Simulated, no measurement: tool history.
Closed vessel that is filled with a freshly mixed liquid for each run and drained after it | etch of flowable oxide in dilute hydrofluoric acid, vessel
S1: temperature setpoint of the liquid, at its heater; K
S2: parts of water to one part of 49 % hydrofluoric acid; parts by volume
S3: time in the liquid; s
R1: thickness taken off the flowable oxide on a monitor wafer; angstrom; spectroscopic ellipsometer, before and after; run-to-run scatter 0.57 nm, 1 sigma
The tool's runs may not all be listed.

run    day      S1   S2   S3      R1
  1      0  298.15  230  110  186.77
  2  0.358  298.15  190  110  237.45
  3  0.488  300.15  150  110  334.33
  4  0.562  301.65  130  110  423.86
  5  0.779  301.65  130  110  419.77
  6  1.046  303.15  120  110  487.11

Estimate the outcome of run 7 from the log above:
  7  1.296  304.15  110  110   ?

Run 7 yielded R1 563.16 angstrom.
